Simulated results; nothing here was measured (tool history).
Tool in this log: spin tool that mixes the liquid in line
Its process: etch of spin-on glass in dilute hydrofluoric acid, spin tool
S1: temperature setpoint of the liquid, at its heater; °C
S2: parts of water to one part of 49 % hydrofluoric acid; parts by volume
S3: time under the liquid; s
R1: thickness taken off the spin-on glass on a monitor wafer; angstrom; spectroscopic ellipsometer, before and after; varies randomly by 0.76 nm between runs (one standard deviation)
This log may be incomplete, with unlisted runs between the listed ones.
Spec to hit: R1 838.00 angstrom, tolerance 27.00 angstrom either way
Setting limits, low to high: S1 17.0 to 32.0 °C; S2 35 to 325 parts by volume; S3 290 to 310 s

Run 1, hour 0.0: S1 24.0 °C, S2 180 parts by volume, S3 290 s. Result: R1 590.76 angstrom.
Run 2, hour 6.8: S1 25.0 °C, S2 180 parts by volume, S3 290 s. Result: R1 611.40 angstrom.
Run 3, hour 10.1: S1 25.0 °C, S2 180 parts by volume, S3 290 s. Result: R1 604.23 angstrom.
Run 4, hour 15.5: S1 26.0 °C, S2 175 parts by volume, S3 290 s. Result: R1 661.60 angstrom.
Run 5, hour 21.8: S1 26.0 °C, S2 210 parts by volume, S3 290 s. Result: R1 527.97 angstrom.
Run 6, hour 29.3: S1 26.0 °C, S2 210 parts by volume, S3 310 s. Result: R1 557.69 angstrom.
Run 7, hour 32.5: S1 27.0 °C, S2 205 parts by volume, S3 310 s. Result: R1 601.57 angstrom.
Run 8, hour 33.6: S1 27.5 °C, S2 200 parts by volume, S3 310 s. Result: R1 628.19 angstrom.
Run 9, hour 37.0: S1 28.0 °C, S2 195 parts by volume, S3 310 s. Result: R1 647.86 angstrom.
Run 10, hour 41.1: S1 28.5 °C, S2 190 parts by volume, S3 310 s. Result: R1 689.54 angstrom.
Run 11, hour 46.3: S1 29.0 °C, S2 185 parts by volume, S3 310 s. Result: R1 730.65 angstrom.

5 next moves are on the table. One of them brings every result within its allowed miss. Which?
Run A, hour 51.5: S1 28.5 °C, S2 195 parts by volume, S3 310 s. Result: R1 ?.
Run B, hour 51.5: S1 24.0 °C, S2 135 parts by volume, S3 310 s. Result: R1 ?.
Run C, hour 51.5: S1 31.0 °C, S2 175 parts by volume, S3 310 s. Result: R1 ?.
Run D, hour 51.5: S1 29.0 °C, S2 155 parts by volume, S3 305 s. Result: R1 ?.
Run E, hour 51.5: S1 29.5 °C, S2 205 parts by volume, S3 310 s. Result: R1 ?.

move      R1
   A  676.67
   B  894.03
   C  844.27
   D  898.43
   E  657.81
A: lands further from the targets than the last run did
B: takes the biggest miss from the last run beyond its target
C: every result lands within tolerance
D: takes the biggest miss from the last run beyond its target
E: lands further from the targets than the last run did
Answer: C
